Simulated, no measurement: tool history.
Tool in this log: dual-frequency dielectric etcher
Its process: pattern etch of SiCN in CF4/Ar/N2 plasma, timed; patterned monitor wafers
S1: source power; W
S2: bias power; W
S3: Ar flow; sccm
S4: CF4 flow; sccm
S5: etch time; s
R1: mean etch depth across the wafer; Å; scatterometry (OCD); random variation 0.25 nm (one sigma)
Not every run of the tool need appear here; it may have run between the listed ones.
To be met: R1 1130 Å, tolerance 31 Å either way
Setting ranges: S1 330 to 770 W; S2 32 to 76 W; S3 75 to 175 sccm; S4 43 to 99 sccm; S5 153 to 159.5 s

| run | hour | S1 | S2 | S3 | S4 | S5 | R1 |
|---|---|---|---|---|---|---|---|
| 1 | 0 | 550 | 54 | 125 | 71 | 153 | 1636.7 |
| 2 | 8.1 | 640 | 54 | 125 | 71 | 153 | 1865.6 |
| 3 | 16.1 | 640 | 54 | 125 | 62 | 153 | 1842.3 |
| 4 | 21.1 | 550 | 52 | 127 | 61 | 153 | 1585.5 |
| 5 | 25.6 | 550 | 52 | 127 | 69 | 153 | 1605 |
| 6 | 27 | 550 | 44 | 127 | 69 | 153 | 1530.4 |
| 7 | 30.3 | 490 | 43 | 128 | 69 | 153 | 1364.4 |
| 8 | 34.3 | 450 | 43 | 128 | 69 | 153 | 1262.5 |
| 9 | 43 | 430 | 43 | 128 | 69 | 153 | 1213 |
| 10 | 48.4 | 420 | 43 | 128 | 69 | 153 | 1178.9 |

Consider the 4 candidate settings below. Which is the only one whose results all fall within their allowed miss of target?
| A | 53.8 | 390 | 40 | 145 | 65 | 154.5 | ? |
| B | 53.8 | 400 | 47 | 128 | 79 | 156 | ? |
| C | 53.8 | 390 | 48 | 140 | 68 | 154.5 | ? |
| D | 53.8 | 430 | 45 | 124 | 73 | 155 | ? |

| move | R1 |
|---|---|
| A | 1064.8 |
| B | 1214 |
| C | 1143.5 |
| D | 1266 |
A: takes the biggest miss from the last run beyond its target
B: further off than the last run
C: in spec on every target
D: further off than the last run
The right move is C.
